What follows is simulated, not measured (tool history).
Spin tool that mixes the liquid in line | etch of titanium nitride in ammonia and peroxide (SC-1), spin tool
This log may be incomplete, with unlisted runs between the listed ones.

run  hour  temperature setpoint of the liquid (K)  parts of water to one part of 30 % peroxide (parts by volume)  parts of 29 % ammonia solution to one part of 30 % peroxide (parts by volume)  time under the liquid (s)  thickness taken off the titanium nitride on a monitor wafer (Å)
  1     0                                  321.15                                                             20                                                                           0.45                        300                                                           88.268
  2   2.4                                  321.15                                                             20                                                                           0.55                        300                                                           91.281
  3     8                                  321.15                                                             20                                                                            0.7                        300                                                           96.427
  4  10.7                                  315.65                                                             20                                                                            0.7                        300                                                           65.132
  5  15.1                                  315.15                                                             20                                                                            0.7                        300                                                           61.751
  6  23.6                                  315.15                                                             20                                                                           0.75                        300                                                           63.328
  7  25.8                                  314.65                                                             20                                                                           0.75                        300                                                           61.209

Run 8 is up next; what results do you expect?
  8  31.5                                  314.15                                                             20                                                                           0.75                        300                                                                ?

Run 8 yielded thickness taken off the titanium nitride on a monitor wafer (Å) 58.791.
